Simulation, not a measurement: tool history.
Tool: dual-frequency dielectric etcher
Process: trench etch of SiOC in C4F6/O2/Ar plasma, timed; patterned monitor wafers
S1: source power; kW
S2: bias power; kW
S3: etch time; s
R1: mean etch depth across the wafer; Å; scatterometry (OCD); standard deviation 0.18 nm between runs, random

| run | hour | S1 | S2 | S3 | R1 |
|---|---|---|---|---|---|
| 1 | 0 | 0.48 | 0.167 | 30.5 | 633.46 |
| 2 | 1 | 0.48 | 0.167 | 30.5 | 632.76 |
| 3 | 9.9 | 0.51 | 0.169 | 30.5 | 642.21 |
| 4 | 12.6 | 0.51 | 0.169 | 30.5 | 643.77 |
| 5 | 18.1 | 0.51 | 0.169 | 30.5 | 643.69 |
| 6 | 21.2 | 0.51 | 0.169 | 32 | 675.41 |

Run 7 has not been measured yet. What should we expect?
| 7 | 28 | 0.53 | 0.172 | 32 | ? |

{"run 7": {"R1": 686.41}}
